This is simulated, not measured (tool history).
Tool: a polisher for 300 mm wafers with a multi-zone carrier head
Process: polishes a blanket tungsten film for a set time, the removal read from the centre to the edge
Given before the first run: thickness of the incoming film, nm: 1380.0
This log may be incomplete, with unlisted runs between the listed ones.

| run | hour | flow of slurry (ml/min) | pressure of the head's centre zone | pressure of the head's middle zone | pressure of the head's edge zone | abrasive content of the slurry | polishing time (s) | film removed at the wafer's centre (Å) | film removed at mid-radius (Å) | film removed at the wafer's edge (Å) |
|---|---|---|---|---|---|---|---|---|---|---|
| 1 | 0 | 260 | 1 | 1 | 1 | 1 | 36 | 1529.9 | 1525 | 1527.6 |
| 2 | 8.2 | 260 | 1 | 1 | 1 | 1 | 44 | 1891 | 1885.1 | 1836.1 |
| 3 | 15.3 | 260 | 1 | 1 | 1 | 0.85 | 44 | 1815.9 | 1829.3 | 1793.2 |
| 4 | 19.5 | 260 | 1 | 1 | 1 | 0.65 | 44 | 1753.6 | 1720.2 | 1698.7 |
| 5 | 26.1 | 260 | 1 | 0.99 | 0.98 | 0.65 | 40 | 1584.3 | 1607.9 | 1578.1 |
| 6 | 34.1 | 260 | 1 | 0.99 | 0.98 | 0.5 | 40 | 1511.6 | 1532.3 | 1493 |

Run 7 has not been measured yet. What should we expect?
| 7 | 43.1 | 260 | 1.02 | 0.98 | 0.97 | 0.5 | 36 | ? | ? | ? |

{"run 7": {"film removed at the wafer's centre (Å)": 1395.8, "film removed at mid-radius (Å)": 1336.8, "film removed at the wafer's edge (Å)": 1343.7}}
